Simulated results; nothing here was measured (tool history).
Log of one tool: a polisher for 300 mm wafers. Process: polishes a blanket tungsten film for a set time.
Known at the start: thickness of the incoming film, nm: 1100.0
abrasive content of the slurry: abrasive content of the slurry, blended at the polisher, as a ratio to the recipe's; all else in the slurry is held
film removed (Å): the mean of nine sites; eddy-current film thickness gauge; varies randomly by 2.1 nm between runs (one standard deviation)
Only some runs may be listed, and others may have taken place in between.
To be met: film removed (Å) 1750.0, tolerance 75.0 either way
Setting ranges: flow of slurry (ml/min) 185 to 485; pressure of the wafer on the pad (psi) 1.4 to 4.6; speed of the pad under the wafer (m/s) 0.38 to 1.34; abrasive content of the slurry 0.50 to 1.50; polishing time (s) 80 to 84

| run | hour | flow of slurry (ml/min) | pressure of the wafer on the pad (psi) | speed of the pad under the wafer (m/s) | abrasive content of the slurry | polishing time (s) | film removed (Å) |
|---|---|---|---|---|---|---|---|
| 1 | 0.0 | 310 | 3.0 | 0.86 | 1.00 | 80 | 3016.8 |
| 2 | 8.0 | 310 | 2.7 | 0.86 | 1.00 | 80 | 2818.7 |
| 3 | 12.3 | 390 | 2.7 | 0.86 | 1.00 | 80 | 2783.9 |
| 4 | 15.0 | 390 | 2.5 | 0.84 | 1.00 | 80 | 2600.0 |
| 5 | 17.1 | 390 | 2.3 | 0.82 | 1.00 | 80 | 2337.5 |
| 6 | 21.3 | 390 | 2.3 | 0.82 | 1.00 | 80 | 2316.6 |
| 7 | 24.4 | 390 | 1.5 | 0.80 | 1.00 | 80 | 1542.5 |
| 8 | 29.7 | 390 | 1.5 | 0.80 | 1.00 | 80 | 1540.0 |

Next run, 5 choices. One meets every target within its allowed miss, the rest don't. Which?
| A | 35.0 | 385 | 2.1 | 0.68 | 1.05 | 84 | ? |
| B | 35.0 | 485 | 2.3 | 0.60 | 1.25 | 84 | ? |
| C | 35.0 | 430 | 1.5 | 0.86 | 1.15 | 81 | ? |
| D | 35.0 | 280 | 1.4 | 1.06 | 1.15 | 80 | ? |
| E | 35.0 | 405 | 1.6 | 0.78 | 1.00 | 80 | ? |

| move | film removed (Å) |
|---|---|
| A | 1922.7 |
| B | 1995.6 |
| C | 1762.8 |
| D | 1932.7 |
| E | 1604.9 |
A: carries the result that was furthest off beyond its target, to the other side
B: carries the result that was furthest off beyond its target, to the other side
C: every result lands within tolerance
D: carries the result that was furthest off beyond its target, to the other side
E: nearer the targets than the last run, but a result is still out of spec
Move C is the one to make.
